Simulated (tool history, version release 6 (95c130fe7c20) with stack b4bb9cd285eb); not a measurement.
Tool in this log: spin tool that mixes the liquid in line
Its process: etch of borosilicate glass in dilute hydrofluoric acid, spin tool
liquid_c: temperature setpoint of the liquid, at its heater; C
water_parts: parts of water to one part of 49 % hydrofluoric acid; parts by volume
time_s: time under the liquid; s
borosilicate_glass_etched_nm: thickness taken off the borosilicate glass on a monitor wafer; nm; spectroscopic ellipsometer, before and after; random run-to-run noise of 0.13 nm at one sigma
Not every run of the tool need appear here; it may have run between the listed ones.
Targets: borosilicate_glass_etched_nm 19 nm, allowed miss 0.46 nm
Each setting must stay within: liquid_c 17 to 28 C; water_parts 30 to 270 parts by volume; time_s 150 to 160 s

{"run": 1, "hour": 0.0, "liquid_c": 20, "water_parts": 150, "time_s": 150, "borosilicate_glass_etched_nm": 23.726}
{"run": 2, "hour": 6.0, "liquid_c": 19.5, "water_parts": 150, "time_s": 150, "borosilicate_glass_etched_nm": 23.367}
{"run": 3, "hour": 11.7, "liquid_c": 18, "water_parts": 160, "time_s": 150, "borosilicate_glass_etched_nm": 20.388}
{"run": 4, "hour": 13.0, "liquid_c": 18, "water_parts": 195, "time_s": 150, "borosilicate_glass_etched_nm": 15.948}
{"run": 5, "hour": 21.9, "liquid_c": 18, "water_parts": 225, "time_s": 150, "borosilicate_glass_etched_nm": 13.471}
{"run": 6, "hour": 28.4, "liquid_c": 19, "water_parts": 225, "time_s": 150, "borosilicate_glass_etched_nm": 14.187}
{"run": 7, "hour": 35.4, "liquid_c": 23, "water_parts": 225, "time_s": 150, "borosilicate_glass_etched_nm": 16.463}
{"run": 8, "hour": 38.1, "liquid_c": 23.5, "water_parts": 225, "time_s": 150, "borosilicate_glass_etched_nm": 16.593}
{"run": 9, "hour": 38.9, "liquid_c": 24, "water_parts": 225, "time_s": 150, "borosilicate_glass_etched_nm": 16.815}
{"run": 10, "hour": 45.9, "liquid_c": 24.5, "water_parts": 225, "time_s": 150, "borosilicate_glass_etched_nm": 17.394}
{"run": 11, "hour": 51.6, "liquid_c": 25.5, "water_parts": 225, "time_s": 150, "borosilicate_glass_etched_nm": 17.825}

Next run, 5 choices. One meets every target within its allowed miss, the rest don't. Which?
{"run": "A", "hour": 57.3, "liquid_c": 25, "water_parts": 245, "time_s": 160, "borosilicate_glass_etched_nm": "?"}
{"run": "B", "hour": 57.3, "liquid_c": 25.5, "water_parts": 215, "time_s": 150, "borosilicate_glass_etched_nm": "?"}
{"run": "C", "hour": 57.3, "liquid_c": 28, "water_parts": 260, "time_s": 160, "borosilicate_glass_etched_nm": "?"}
{"run": "D", "hour": 57.3, "liquid_c": 22.5, "water_parts": 220, "time_s": 160, "borosilicate_glass_etched_nm": "?"}
{"run": "E", "hour": 57.3, "liquid_c": 25, "water_parts": 245, "time_s": 155, "borosilicate_glass_etched_nm": "?"}

move=A borosilicate_glass_etched_nm=16.912
move=B borosilicate_glass_etched_nm=18.994
move=C borosilicate_glass_etched_nm=17.402
move=D borosilicate_glass_etched_nm=17.65
move=E borosilicate_glass_etched_nm=16.384
A: lands further from the targets than the last run did
B: in spec on every target
C: lands further from the targets than the last run did
D: lands further from the targets than the last run did
E: lands further from the targets than the last run did
So the answer is move B, the one that meets all the targets.
